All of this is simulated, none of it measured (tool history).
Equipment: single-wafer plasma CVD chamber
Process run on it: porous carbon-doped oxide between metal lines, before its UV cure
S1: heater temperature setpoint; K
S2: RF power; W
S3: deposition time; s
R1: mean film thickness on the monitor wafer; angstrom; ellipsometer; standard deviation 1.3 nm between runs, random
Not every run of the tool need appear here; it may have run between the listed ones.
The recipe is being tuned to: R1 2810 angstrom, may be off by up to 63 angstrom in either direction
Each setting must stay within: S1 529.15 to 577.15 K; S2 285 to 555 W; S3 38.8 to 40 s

run	day	S1	S2	S3	R1
1	0	553.15	420	38.8	2316.5
2	0.312	549.15	425	38.8	2417.6
3	0.458	549.15	380	38.8	2231.5
4	0.621	555.15	380	38.8	2132
5	0.938	551.15	390	38.9	2258.3
6	0.988	551.15	390	38.8	2224.5
7	1.308	547.15	400	38.9	2339
8	1.354	544.15	410	39	2469.5
9	1.508	541.15	415	39	2521.3
10	1.838	539.15	420	39	2587.7
11	2.167	539.15	420	39	2592.2
12	2.325	537.15	420	39	2648.1
13	2.617	536.15	420	39	2666.7

Below are 4 possible settings for the next run. Only one of them brings all results inside the allowed miss of their targets. Which is it?
A	2.908	531.15	435	40	?
B	2.908	532.15	400	38.8	?
C	2.908	530.15	405	40	?
D	2.908	536.15	410	40	?

move	R1
A	2927.2
B	2651.4
C	2800.5
D	2694.6
A: moves the result that the last run missed by most past its target, out the other side
B: moves away from the targets compared with the last run
C: all results land within tolerance of their targets
D: better than the last run, though not everything is in spec
So the answer is move C, the one that meets all the targets.
